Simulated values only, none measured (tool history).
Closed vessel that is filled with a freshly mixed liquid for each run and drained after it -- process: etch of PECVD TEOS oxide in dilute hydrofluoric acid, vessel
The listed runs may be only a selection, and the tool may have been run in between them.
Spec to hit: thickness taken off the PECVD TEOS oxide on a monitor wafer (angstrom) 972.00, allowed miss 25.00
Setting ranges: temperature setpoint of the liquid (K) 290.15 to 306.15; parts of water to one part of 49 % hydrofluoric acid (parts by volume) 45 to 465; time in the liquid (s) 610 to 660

run,day,temperature setpoint of the liquid (K),parts of water to one part of 49 % hydrofluoric acid (parts by volume),time in the liquid (s),thickness taken off the PECVD TEOS oxide on a monitor wafer (angstrom)
1,0.000,298.15,255,610,397.23
2,0.225,295.15,255,610,357.51
3,0.283,297.15,230,610,433.85
4,0.388,298.65,210,610,514.01
5,0.504,300.15,195,610,592.21
6,0.750,300.15,230,610,488.89
7,0.825,301.15,210,610,565.64
8,1.154,305.15,125,610,1225.00
9,1.471,301.15,125,610,1045.80
10,1.854,300.65,125,610,1030.30
11,2.004,300.15,125,610,1015.80

Next run, 5 choices. One meets every target within its allowed miss, the rest don't. Which?
A,2.154,301.15,135,660,?
B,2.154,301.15,135,615,?
C,2.154,299.15,125,660,?
D,2.154,302.15,135,625,?
E,2.154,299.65,120,615,?

move,thickness taken off the PECVD TEOS oxide on a monitor wafer (angstrom)
A,1038.80
B,967.98
C,1053.70
D,1020.70
E,1049.00
A: further off than the last run
B: hits every target within its allowed miss
C: further off than the last run
D: further off than the last run
E: further off than the last run
The move that meets every target is B.
